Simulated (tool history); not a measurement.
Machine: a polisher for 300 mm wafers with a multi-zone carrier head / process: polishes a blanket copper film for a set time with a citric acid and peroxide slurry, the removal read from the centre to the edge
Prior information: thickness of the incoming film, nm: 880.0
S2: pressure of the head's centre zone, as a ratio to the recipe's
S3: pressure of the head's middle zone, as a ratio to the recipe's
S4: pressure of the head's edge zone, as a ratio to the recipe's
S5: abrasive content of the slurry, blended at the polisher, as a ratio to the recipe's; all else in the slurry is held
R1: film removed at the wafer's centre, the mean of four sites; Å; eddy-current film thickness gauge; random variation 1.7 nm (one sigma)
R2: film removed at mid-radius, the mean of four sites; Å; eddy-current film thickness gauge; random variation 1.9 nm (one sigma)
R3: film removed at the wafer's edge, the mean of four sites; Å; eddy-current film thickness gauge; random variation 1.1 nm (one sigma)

{"run": 1, "hour": 0.0, "flow of slurry (ml/min)": 295, "S2": 1.0, "S3": 1.0, "S4": 1.0, "S5": 1.0, "polishing time (s)": 52, "R1": 1643.1, "R2": 1696.1, "R3": 1703.4}
{"run": 2, "hour": 7.8, "flow of slurry (ml/min)": 295, "S2": 1.0, "S3": 1.0, "S4": 1.0, "S5": 1.15, "polishing time (s)": 52, "R1": 1713.6, "R2": 1740.3, "R3": 1754.6}
{"run": 3, "hour": 16.4, "flow of slurry (ml/min)": 360, "S2": 1.0, "S3": 1.0, "S4": 1.0, "S5": 1.15, "polishing time (s)": 52, "R1": 1713.7, "R2": 1754.9, "R3": 1765.1}
{"run": 4, "hour": 24.4, "flow of slurry (ml/min)": 360, "S2": 1.0, "S3": 1.0, "S4": 1.0, "S5": 1.15, "polishing time (s)": 46, "R1": 1571.0, "R2": 1592.3, "R3": 1569.0}
{"run": 5, "hour": 27.7, "flow of slurry (ml/min)": 360, "S2": 1.0, "S3": 1.0, "S4": 1.0, "S5": 1.0, "polishing time (s)": 46, "R1": 1512.6, "R2": 1543.8, "R3": 1540.1}
{"run": 6, "hour": 29.9, "flow of slurry (ml/min)": 360, "S2": 1.01, "S3": 1.01, "S4": 0.96, "S5": 0.95, "polishing time (s)": 46, "R1": 1538.5, "R2": 1556.5, "R3": 1485.4}

Expected results for the next run?
{"run": 7, "hour": 37.0, "flow of slurry (ml/min)": 360, "S2": 1.01, "S3": 1.01, "S4": 0.94, "S5": 0.95, "polishing time (s)": 46, "R1": "?", "R2": "?", "R3": "?"}

{"run 7": {"R1": 1494.1, "R2": 1532.8, "R3": 1466.9}}
